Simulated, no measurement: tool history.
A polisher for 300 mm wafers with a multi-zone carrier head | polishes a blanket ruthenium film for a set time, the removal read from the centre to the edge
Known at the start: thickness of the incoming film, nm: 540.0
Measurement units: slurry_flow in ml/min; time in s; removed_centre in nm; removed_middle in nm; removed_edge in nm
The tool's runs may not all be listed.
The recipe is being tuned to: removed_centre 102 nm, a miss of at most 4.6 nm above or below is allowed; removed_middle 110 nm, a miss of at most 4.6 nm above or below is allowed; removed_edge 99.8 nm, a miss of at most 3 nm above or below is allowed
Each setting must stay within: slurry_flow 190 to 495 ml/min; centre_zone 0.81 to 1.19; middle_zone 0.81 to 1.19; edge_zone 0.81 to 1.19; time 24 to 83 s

| run | hour | slurry_flow | centre_zone | middle_zone | edge_zone | time | removed_centre | removed_middle | removed_edge |
|---|---|---|---|---|---|---|---|---|---|
| 1 | 0 | 320 | 1 | 1 | 1 | 53 | 90.952 | 91.817 | 91.319 |
| 2 | 1.8 | 395 | 1 | 1 | 1 | 53 | 91.103 | 91.959 | 91.458 |
| 3 | 8.7 | 395 | 1 | 0.92 | 1 | 53 | 89.986 | 84.015 | 91.271 |
| 4 | 14.8 | 395 | 1.01 | 0.98 | 1.02 | 54 | 94.19 | 90.791 | 94.173 |
| 5 | 22.2 | 395 | 1.01 | 0.98 | 1.02 | 66 | 115.3 | 108.76 | 112.99 |
| 6 | 28.1 | 395 | 0.99 | 1 | 0.98 | 65 | 108.67 | 112.37 | 108.3 |
| 7 | 34 | 395 | 0.99 | 1 | 0.96 | 64 | 109.87 | 110.59 | 107.65 |
| 8 | 42.8 | 395 | 0.98 | 1.01 | 0.94 | 63 | 104.84 | 108.26 | 105.79 |
| 9 | 50.4 | 395 | 1.01 | 1.09 | 0.84 | 61 | 106.59 | 113.89 | 95.846 |

Next run, 5 choices. One meets every target within its allowed miss, the rest don't. Which?
| A | 58 | 480 | 0.98 | 1.07 | 0.92 | 60 | ? | ? | ? |
| B | 58 | 405 | 0.93 | 1.03 | 0.89 | 56 | ? | ? | ? |
| C | 58 | 385 | 1.03 | 1.15 | 0.87 | 57 | ? | ? | ? |
| D | 58 | 390 | 0.93 | 0.96 | 0.93 | 60 | ? | ? | ? |
| E | 58 | 485 | 1 | 1.1 | 0.85 | 59 | ? | ? | ? |

| move | removed_centre | removed_middle | removed_edge |
|---|---|---|---|
| A | 102.24 | 108.88 | 100.37 |
| B | 89.316 | 97.247 | 91.459 |
| C | 100.41 | 108.27 | 91.698 |
| D | 95.338 | 97.89 | 99.857 |
| E | 102.69 | 109.7 | 95.22 |
A: in spec on every target
B: further off than the last run
C: further off than the last run
D: the worst result of the last run now meets its target, but another is out of spec
E: further off than the last run
A is the move that brings every result within its allowed miss.
